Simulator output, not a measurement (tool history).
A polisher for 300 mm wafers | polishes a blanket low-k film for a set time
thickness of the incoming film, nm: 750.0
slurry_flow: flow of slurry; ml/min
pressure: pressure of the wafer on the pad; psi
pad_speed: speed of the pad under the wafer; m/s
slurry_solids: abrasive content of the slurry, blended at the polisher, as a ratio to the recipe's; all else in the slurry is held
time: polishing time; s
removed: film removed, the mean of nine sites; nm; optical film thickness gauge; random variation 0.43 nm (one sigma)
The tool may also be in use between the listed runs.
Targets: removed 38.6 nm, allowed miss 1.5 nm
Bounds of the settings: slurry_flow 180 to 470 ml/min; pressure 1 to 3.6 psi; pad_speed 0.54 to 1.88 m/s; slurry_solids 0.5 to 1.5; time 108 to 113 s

Run 1, hour 0: slurry_flow 300 ml/min, pressure 2.3 psi, pad_speed 1.2 m/s, slurry_solids 1, time 108 s. Result: removed 56.55 nm.
Run 2, hour 3.9: slurry_flow 300 ml/min, pressure 2.3 psi, pad_speed 1.2 m/s, slurry_solids 0.9, time 108 s. Result: removed 52.012 nm.
Run 3, hour 7.3: slurry_flow 345 ml/min, pressure 2.3 psi, pad_speed 1.2 m/s, slurry_solids 0.9, time 108 s. Result: removed 52.515 nm.
Run 4, hour 10.6: slurry_flow 345 ml/min, pressure 2.2 psi, pad_speed 1.2 m/s, slurry_solids 0.9, time 108 s. Result: removed 49.361 nm.
Run 5, hour 17.3: slurry_flow 315 ml/min, pressure 2.2 psi, pad_speed 1.2 m/s, slurry_solids 0.9, time 108 s. Result: removed 49.859 nm.
Run 6, hour 19.4: slurry_flow 315 ml/min, pressure 2.4 psi, pad_speed 1.2 m/s, slurry_solids 0.9, time 108 s. Result: removed 54.223 nm.
Run 7, hour 24.4: slurry_flow 315 ml/min, pressure 2.3 psi, pad_speed 1.2 m/s, slurry_solids 0.9, time 108 s. Result: removed 51.58 nm.
Run 8, hour 26.7: slurry_flow 315 ml/min, pressure 2.2 psi, pad_speed 1.2 m/s, slurry_solids 0.9, time 108 s. Result: removed 49.596 nm.
Run 9, hour 32.7: slurry_flow 315 ml/min, pressure 2.1 psi, pad_speed 1.2 m/s, slurry_solids 0.9, time 108 s. Result: removed 47.588 nm.
Run 10, hour 38.5: slurry_flow 315 ml/min, pressure 2 psi, pad_speed 1.2 m/s, slurry_solids 0.9, time 108 s. Result: removed 45.494 nm.
Run 11, hour 44.9: slurry_flow 315 ml/min, pressure 1.8 psi, pad_speed 1.2 m/s, slurry_solids 0.9, time 108 s. Result: removed 40.95 nm.
Run 12, hour 50.4: slurry_flow 315 ml/min, pressure 1.8 psi, pad_speed 1.2 m/s, slurry_solids 0.9, time 108 s. Result: removed 41.383 nm.

5 next moves are on the table. One of them brings every result within its allowed miss. Which?
Run A, hour 55.9: slurry_flow 290 ml/min, pressure 1.4 psi, pad_speed 1.38 m/s, slurry_solids 0.95, time 111 s. Result: removed ?.
Run B, hour 55.9: slurry_flow 350 ml/min, pressure 1.6 psi, pad_speed 1.26 m/s, slurry_solids 0.8, time 110 s. Result: removed ?.
Run C, hour 55.9: slurry_flow 260 ml/min, pressure 1.5 psi, pad_speed 1.2 m/s, slurry_solids 0.9, time 111 s. Result: removed ?.
Run D, hour 55.9: slurry_flow 320 ml/min, pressure 1.7 psi, pad_speed 1.16 m/s, slurry_solids 0.8, time 108 s. Result: removed ?.
Run E, hour 55.9: slurry_flow 320 ml/min, pressure 1.8 psi, pad_speed 0.98 m/s, slurry_solids 0.95, time 108 s. Result: removed ?.

move  removed
   A   38.803
   B   36.695
   C   35.534
   D   35.528
   E    36.77
A: meets every target
B: takes the result that was furthest off past its target
C: takes the result that was furthest off past its target
D: takes the result that was furthest off past its target
E: takes the result that was furthest off past its target
Answer: A
